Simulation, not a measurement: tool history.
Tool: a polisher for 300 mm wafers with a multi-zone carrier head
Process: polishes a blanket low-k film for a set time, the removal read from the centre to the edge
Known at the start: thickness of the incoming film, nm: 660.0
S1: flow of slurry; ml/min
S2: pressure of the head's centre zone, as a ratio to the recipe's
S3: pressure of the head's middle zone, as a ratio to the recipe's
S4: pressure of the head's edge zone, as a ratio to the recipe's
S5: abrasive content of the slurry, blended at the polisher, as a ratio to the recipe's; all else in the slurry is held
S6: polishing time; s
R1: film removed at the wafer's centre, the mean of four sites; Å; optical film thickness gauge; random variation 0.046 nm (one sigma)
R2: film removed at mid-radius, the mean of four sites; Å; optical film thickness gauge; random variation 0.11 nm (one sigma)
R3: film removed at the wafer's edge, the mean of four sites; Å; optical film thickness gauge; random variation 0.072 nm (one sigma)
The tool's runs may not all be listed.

{"run": 1, "hour": 0.0, "S1": 235, "S2": 1.0, "S3": 1.0, "S4": 1.0, "S5": 1.0, "S6": 31, "R1": 106.56, "R2": 110.0, "R3": 104.09}
{"run": 2, "hour": 5.4, "S1": 220, "S2": 0.95, "S3": 0.95, "S4": 0.96, "S5": 0.9, "S6": 31, "R1": 93.773, "R2": 95.618, "R3": 97.126}
{"run": 3, "hour": 10.9, "S1": 215, "S2": 0.92, "S3": 0.94, "S4": 0.92, "S5": 0.85, "S6": 31, "R1": 88.468, "R2": 92.717, "R3": 94.66}
{"run": 4, "hour": 18.4, "S1": 160, "S2": 0.92, "S3": 0.94, "S4": 0.92, "S5": 0.85, "S6": 31, "R1": 82.934, "R2": 87.331, "R3": 88.534}
{"run": 5, "hour": 25.4, "S1": 160, "S2": 0.92, "S3": 0.94, "S4": 0.92, "S5": 1.0, "S6": 31, "R1": 90.324, "R2": 96.474, "R3": 98.1}
{"run": 6, "hour": 30.6, "S1": 160, "S2": 0.92, "S3": 0.94, "S4": 0.92, "S5": 1.0, "S6": 38, "R1": 109.34, "R2": 117.69, "R3": 117.98}

What will run 7 give?
{"run": 7, "hour": 32.0, "S1": 155, "S2": 0.9, "S3": 0.93, "S4": 0.91, "S5": 0.85, "S6": 37, "R1": "?", "R2": "?", "R3": "?"}

Run 7 produced R1 96.799 Å, R2 103.100 Å, R3 106.160 Å.
